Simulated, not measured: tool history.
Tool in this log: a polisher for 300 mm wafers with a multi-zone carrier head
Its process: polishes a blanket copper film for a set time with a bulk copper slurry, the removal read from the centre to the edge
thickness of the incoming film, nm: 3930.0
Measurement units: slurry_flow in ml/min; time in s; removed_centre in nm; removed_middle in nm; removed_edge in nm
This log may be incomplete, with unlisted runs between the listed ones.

Run 1, hour 0.0: slurry_flow 195 ml/min, centre_zone 1.00, middle_zone 1.00, edge_zone 1.00, slurry_solids 1.00, time 80 s. Result: removed_centre 626.96 nm, removed_middle 710.28 nm, removed_edge 696.43 nm.
Run 2, hour 6.8: slurry_flow 195 ml/min, centre_zone 1.05, middle_zone 1.00, edge_zone 1.00, slurry_solids 1.00, time 80 s. Result: removed_centre 655.34 nm, removed_middle 713.44 nm, removed_edge 702.29 nm.
Run 3, hour 13.6: slurry_flow 195 ml/min, centre_zone 1.05, middle_zone 1.00, edge_zone 1.00, slurry_solids 1.15, time 80 s. Result: removed_centre 664.00 nm, removed_middle 714.59 nm, removed_edge 706.36 nm.
Run 4, hour 18.8: slurry_flow 195 ml/min, centre_zone 1.05, middle_zone 1.00, edge_zone 1.00, slurry_solids 1.25, time 80 s. Result: removed_centre 675.64 nm, removed_middle 746.53 nm, removed_edge 728.56 nm.
Run 5, hour 22.2: slurry_flow 195 ml/min, centre_zone 1.05, middle_zone 1.00, edge_zone 0.93, slurry_solids 1.25, time 80 s. Result: removed_centre 681.70 nm, removed_middle 742.29 nm, removed_edge 699.15 nm.
Run 6, hour 30.7: slurry_flow 205 ml/min, centre_zone 1.07, middle_zone 0.99, edge_zone 0.95, slurry_solids 1.30, time 82 s. Result: removed_centre 720.83 nm, removed_middle 763.85 nm, removed_edge 739.29 nm.
Run 7, hour 38.2: slurry_flow 215 ml/min, centre_zone 1.09, middle_zone 0.99, edge_zone 0.97, slurry_solids 1.35, time 83 s. Result: removed_centre 761.17 nm, removed_middle 786.13 nm, removed_edge 749.66 nm.
Run 8, hour 40.5: slurry_flow 215 ml/min, centre_zone 1.10, middle_zone 0.98, edge_zone 0.99, slurry_solids 1.35, time 85 s. Result: removed_centre 770.20 nm, removed_middle 785.35 nm, removed_edge 776.93 nm.
At hour 43.2: centre zone pressure recalibrated.
Run 9, hour 43.2: slurry_flow 220 ml/min, centre_zone 1.11, middle_zone 0.98, edge_zone 1.01, slurry_solids 1.35, time 87 s. Result: removed_centre 902.60 nm, removed_middle 829.19 nm, removed_edge 814.12 nm.
Run 10, hour 45.1: slurry_flow 200 ml/min, centre_zone 1.01, middle_zone 0.92, edge_zone 1.11, slurry_solids 1.50, time 93 s. Result: removed_centre 891.00 nm, removed_middle 823.46 nm, removed_edge 911.01 nm.

What does the tool deliver on the next run?
Run 11, hour 52.3: slurry_flow 210 ml/min, centre_zone 1.01, middle_zone 0.92, edge_zone 1.12, slurry_solids 1.50, time 93 s. Result: removed_centre ?, removed_middle ?, removed_edge ?.

removed_centre: 886.40 nm
removed_middle: 844.09 nm
removed_edge: 920.57 nm
